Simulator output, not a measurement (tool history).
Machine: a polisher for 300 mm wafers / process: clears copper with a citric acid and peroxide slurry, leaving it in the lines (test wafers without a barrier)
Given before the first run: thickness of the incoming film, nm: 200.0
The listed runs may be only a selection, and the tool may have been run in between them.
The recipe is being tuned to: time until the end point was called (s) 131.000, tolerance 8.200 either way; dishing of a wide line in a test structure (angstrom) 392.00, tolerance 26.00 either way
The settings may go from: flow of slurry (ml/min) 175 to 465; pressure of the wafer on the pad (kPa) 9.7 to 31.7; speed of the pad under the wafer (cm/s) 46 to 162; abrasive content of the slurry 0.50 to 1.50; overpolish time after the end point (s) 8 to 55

run,hour,flow of slurry (ml/min),pressure of the wafer on the pad (kPa),speed of the pad under the wafer (cm/s),abrasive content of the slurry,overpolish time after the end point (s),time until the end point was called (s),dishing of a wide line in a test structure (angstrom)
1,0.0,295,20.7,104,1.00,28,78.843,394.59
2,8.9,230,20.7,104,1.00,28,82.276,387.28
3,11.7,230,19.3,102,1.00,31,88.622,381.76
4,15.0,230,22.1,102,1.00,31,81.696,430.60
5,23.5,230,22.1,120,1.00,31,67.603,451.29
6,27.0,195,22.1,120,1.00,31,68.883,466.63
7,34.5,195,20.0,116,1.00,34,79.060,455.85
8,42.0,195,17.9,114,1.00,36,84.792,434.59
9,48.7,195,16.5,110,1.00,38,92.607,420.30
10,51.1,195,15.2,108,1.00,40,101.690,411.17
11,58.5,195,14.5,106,1.00,41,105.990,404.89
12,66.2,195,9.7,102,1.00,48,147.930,353.23
13,72.7,195,9.7,102,1.00,48,147.200,355.51
14,78.2,195,10.3,102,1.00,48,139.600,364.69

Exercise: of the 5 proposed moves below, exactly one satisfies all targets within the stated allowed misses. Which move is it?
A,83.7,220,12.4,114,1.00,32,?,?
B,83.7,210,9.7,110,1.15,50,?,?
C,83.7,180,11.0,126,1.05,31,?,?
D,83.7,175,9.7,90,1.10,49,?,?
E,83.7,215,11.0,112,1.15,34,?,?

move,time until the end point was called (s),dishing of a wide line in a test structure (angstrom)
A,111.950,328.31
B,132.570,391.03
C,111.640,318.92
D,166.390,330.92
E,119.440,325.01
A: its largest miss is bigger than the last run's
B: all results in spec
C: its largest miss is bigger than the last run's
D: its largest miss is bigger than the last run's
E: its largest miss is bigger than the last run's
The right move is B.
